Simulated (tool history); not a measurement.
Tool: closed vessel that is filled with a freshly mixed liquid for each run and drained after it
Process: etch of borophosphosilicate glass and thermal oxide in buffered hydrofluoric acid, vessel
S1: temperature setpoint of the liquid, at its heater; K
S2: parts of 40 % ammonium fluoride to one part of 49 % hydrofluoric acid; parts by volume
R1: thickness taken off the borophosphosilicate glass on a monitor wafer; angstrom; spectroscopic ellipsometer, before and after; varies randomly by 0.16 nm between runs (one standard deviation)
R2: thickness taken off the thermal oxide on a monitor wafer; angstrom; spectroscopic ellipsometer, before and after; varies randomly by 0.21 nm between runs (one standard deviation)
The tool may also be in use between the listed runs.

{"run": 1, "hour": 0.0, "S1": 297.15, "S2": 21.5, "time in the liquid (s)": 60, "R1": 422.8, "R2": 388.63}
{"run": 2, "hour": 4.3, "S1": 298.65, "S2": 21.5, "time in the liquid (s)": 60, "R1": 460.08, "R2": 423.18}
{"run": 3, "hour": 12.2, "S1": 298.65, "S2": 15.5, "time in the liquid (s)": 60, "R1": 629.94, "R2": 565.42}
{"run": 4, "hour": 20.2, "S1": 296.15, "S2": 18.5, "time in the liquid (s)": 60, "R1": 457.18, "R2": 421.66}
{"run": 5, "hour": 25.1, "S1": 294.15, "S2": 18.5, "time in the liquid (s)": 60, "R1": 406.34, "R2": 377.26}
{"run": 6, "hour": 34.0, "S1": 294.15, "S2": 18.5, "time in the liquid (s)": 45, "R1": 309.64, "R2": 280.24}
{"run": 7, "hour": 39.5, "S1": 293.15, "S2": 19.0, "time in the liquid (s)": 45, "R1": 284.0, "R2": 256.91}

The next listed run, before its measurement:
{"run": 8, "hour": 43.0, "S1": 292.15, "S2": 19.0, "time in the liquid (s)": 45, "R1": "?", "R2": "?"}

{"run 8": {"R1": 269.41, "R2": 245.51}}
